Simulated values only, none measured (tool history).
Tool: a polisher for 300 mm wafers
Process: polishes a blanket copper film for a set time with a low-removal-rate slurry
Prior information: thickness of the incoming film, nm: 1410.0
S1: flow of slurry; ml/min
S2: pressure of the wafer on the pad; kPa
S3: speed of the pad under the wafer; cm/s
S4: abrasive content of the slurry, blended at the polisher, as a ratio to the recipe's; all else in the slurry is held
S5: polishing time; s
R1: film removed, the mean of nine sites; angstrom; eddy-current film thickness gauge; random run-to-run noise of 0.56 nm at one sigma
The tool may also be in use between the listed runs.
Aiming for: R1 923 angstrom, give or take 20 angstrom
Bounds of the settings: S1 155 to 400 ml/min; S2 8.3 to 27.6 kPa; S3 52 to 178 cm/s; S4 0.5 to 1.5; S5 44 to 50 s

run  hour   S1    S2   S3   S4  S5      R1
  1     0  255  17.9  114    1  50  1117.1
  2   4.1  250  17.2  114    1  50  1070.1
  3   4.9  250  17.2  124    1  50  1146.3
  4    13  215  17.2  124    1  50  1124.7
  5  14.5  215  17.2  124  1.2  50  1162.2
  6  19.2  215  17.2  150  1.2  50  1338.4
       23  -- head pressure recalibrated
  7    23  210  15.2  150  1.2  50  1313.2
  8    24  210  15.2  150  1.2  50  1305.1
  9  32.4  210  15.2  150  1.2  50  1305.5

Which one of the following 4 next-run settings gets every result inside its allowed miss? There is exactly one.
  A  40.8  265   9.7  140  1.25  45   ?
  B  40.8  245  11.7  170  1.15  49   ?
  C  40.8  170    11  162   1.1  47   ?
  D  40.8  260  13.8  100  1.05  44   ?

move      R1
   A   748.2
   B  1110.3
   C  916.65
   D  783.21
A: the result that was furthest off in the last run now lies on the other side of its target
B: closes in on the targets versus the last run, not all within tolerance yet
C: every result lands within tolerance
D: the result that was furthest off in the last run now lies on the other side of its target
Answer: C
